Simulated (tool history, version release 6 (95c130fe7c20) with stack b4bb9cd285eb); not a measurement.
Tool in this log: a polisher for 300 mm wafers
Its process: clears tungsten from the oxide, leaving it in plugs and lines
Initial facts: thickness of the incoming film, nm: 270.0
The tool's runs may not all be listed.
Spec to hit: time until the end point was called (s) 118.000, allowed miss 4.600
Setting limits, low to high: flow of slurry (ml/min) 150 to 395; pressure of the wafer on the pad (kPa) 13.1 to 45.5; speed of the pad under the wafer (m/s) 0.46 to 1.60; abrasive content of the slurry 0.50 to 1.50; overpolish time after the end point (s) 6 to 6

| run | hour | flow of slurry (ml/min) | pressure of the wafer on the pad (kPa) | speed of the pad under the wafer (m/s) | abrasive content of the slurry | overpolish time after the end point (s) | time until the end point was called (s) |
|---|---|---|---|---|---|---|---|
| 1 | 0.0 | 250 | 29.0 | 1.02 | 1.00 | 6 | 46.041 |
| 2 | 7.1 | 245 | 24.1 | 0.90 | 1.00 | 6 | 62.735 |
| 3 | 8.9 | 215 | 24.1 | 0.90 | 1.00 | 6 | 64.427 |
| 4 | 13.7 | 210 | 20.7 | 0.84 | 1.00 | 6 | 78.692 |
| 5 | 16.7 | 210 | 20.7 | 0.84 | 1.00 | 6 | 78.595 |
| 6 | 21.8 | 205 | 17.9 | 0.80 | 1.00 | 6 | 94.487 |
| 7 | 24.6 | 205 | 16.5 | 0.80 | 1.00 | 6 | 99.805 |
| 8 | 32.4 | 205 | 15.2 | 0.80 | 1.00 | 6 | 108.810 |

Next run, 5 choices. One meets every target within its allowed miss, the rest don't. Which?
| A | 40.2 | 220 | 16.5 | 0.72 | 0.80 | 6 | ? |
| B | 40.2 | 280 | 13.1 | 0.78 | 0.90 | 6 | ? |
| C | 40.2 | 155 | 15.9 | 1.00 | 0.80 | 6 | ? |
| D | 40.2 | 230 | 19.3 | 0.64 | 1.10 | 6 | ? |
| E | 40.2 | 230 | 13.8 | 0.72 | 0.95 | 6 | ? |

| move | time until the end point was called (s) |
|---|---|
| A | 117.760 |
| B | 124.180 |
| C | 95.323 |
| D | 103.940 |
| E | 130.150 |
A: meets every target
B: moves the result that the last run missed by most past its target, out the other side
C: the biggest miss grows against the last run
D: the biggest miss grows against the last run
E: moves the result that the last run missed by most past its target, out the other side
A meets every target.
